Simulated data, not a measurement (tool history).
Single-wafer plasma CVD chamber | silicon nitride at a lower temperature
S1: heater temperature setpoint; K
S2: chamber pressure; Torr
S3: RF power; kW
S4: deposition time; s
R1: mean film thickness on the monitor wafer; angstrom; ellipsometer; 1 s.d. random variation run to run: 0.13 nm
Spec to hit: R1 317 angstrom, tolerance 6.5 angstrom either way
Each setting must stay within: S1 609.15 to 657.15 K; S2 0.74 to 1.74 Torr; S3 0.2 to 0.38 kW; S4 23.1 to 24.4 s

Run 1, hour 0: S1 633.15 K, S2 1.24 Torr, S3 0.29 kW, S4 24.4 s. Result: R1 259.59 angstrom.
Run 2, hour 5.4: S1 633.15 K, S2 1.37 Torr, S3 0.305 kW, S4 24.4 s. Result: R1 278.72 angstrom.
Run 3, hour 10: S1 633.15 K, S2 1.47 Torr, S3 0.31 kW, S4 24.4 s. Result: R1 288.69 angstrom.
Run 4, hour 18.1: S1 633.15 K, S2 1.54 Torr, S3 0.315 kW, S4 24.4 s. Result: R1 295.72 angstrom.
Run 5, hour 21.9: S1 633.15 K, S2 1.59 Torr, S3 0.32 kW, S4 24.4 s. Result: R1 301.66 angstrom.
Run 6, hour 23.8: S1 633.15 K, S2 1.63 Torr, S3 0.325 kW, S4 24.4 s. Result: R1 308.21 angstrom.
Run 7, hour 25: S1 633.15 K, S2 1.66 Torr, S3 0.325 kW, S4 24.4 s. Result: R1 307.85 angstrom.
Run 8, hour 29.3: S1 633.15 K, S2 1.66 Torr, S3 0.325 kW, S4 24.4 s. Result: R1 308.16 angstrom.

5 candidate next runs follow, results not yet known. Just one meets every target within its allowed miss. Identify it.
Run A, hour 33.6: S1 642.15 K, S2 1.44 Torr, S3 0.345 kW, S4 23.4 s. Result: R1 ?.
Run B, hour 33.6: S1 630.15 K, S2 1.73 Torr, S3 0.35 kW, S4 23.3 s. Result: R1 ?.
Run C, hour 33.6: S1 638.15 K, S2 1.58 Torr, S3 0.325 kW, S4 23.1 s. Result: R1 ?.
Run D, hour 33.6: S1 625.15 K, S2 1.74 Torr, S3 0.3 kW, S4 24.2 s. Result: R1 ?.
Run E, hour 33.6: S1 648.15 K, S2 1.3 Torr, S3 0.36 kW, S4 24.3 s. Result: R1 ?.

move      R1
   A  295.37
   B  314.86
   C  288.07
   D  294.59
   E  305.36
A: lands further from the targets than the last run did
B: all results land within tolerance of their targets
C: lands further from the targets than the last run did
D: lands further from the targets than the last run did
E: lands further from the targets than the last run did
Move B is the one to make.

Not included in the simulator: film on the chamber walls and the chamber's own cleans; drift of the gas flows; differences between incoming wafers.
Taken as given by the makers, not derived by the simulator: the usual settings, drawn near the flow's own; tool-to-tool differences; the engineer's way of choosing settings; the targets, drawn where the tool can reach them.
